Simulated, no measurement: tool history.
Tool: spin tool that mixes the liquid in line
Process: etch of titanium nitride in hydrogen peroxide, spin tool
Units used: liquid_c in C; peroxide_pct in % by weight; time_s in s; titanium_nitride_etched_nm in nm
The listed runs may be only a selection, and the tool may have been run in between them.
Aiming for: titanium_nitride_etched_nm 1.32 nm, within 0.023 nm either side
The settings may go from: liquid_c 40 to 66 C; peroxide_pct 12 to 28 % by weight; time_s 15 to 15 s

run  hour  liquid_c  peroxide_pct  time_s  titanium_nitride_etched_nm
  1     0        56            19      15                       1.161
  2   7.7        56          16.5      15                      1.1272
  3  11.9      56.5          16.5      15                      1.1676
  4    18      56.5          16.5      15                      1.1695
  5  25.5      56.5          16.5      15                      1.1674
  6  30.4      56.5          20.5      15                      1.2304
  7  37.8      56.5          20.5      15                      1.2245
  8  41.9        57          20.5      15                      1.2642

Pick the move, out of 4, that brings all results within their allowed miss; only one does.
  A    46        56            25      15                           ?
  B    46        55            28      15                           ?
  C    46      55.5            23      15                           ?
  D    46        58            18      15                           ?

move  titanium_nitride_etched_nm
   A                      1.2309
   B                      1.1768
   C                      1.1674
   D                      1.3171
A: misses by more than the last run did
B: misses by more than the last run did
C: misses by more than the last run did
D: all results land within tolerance of their targets
Move D is the one to make.

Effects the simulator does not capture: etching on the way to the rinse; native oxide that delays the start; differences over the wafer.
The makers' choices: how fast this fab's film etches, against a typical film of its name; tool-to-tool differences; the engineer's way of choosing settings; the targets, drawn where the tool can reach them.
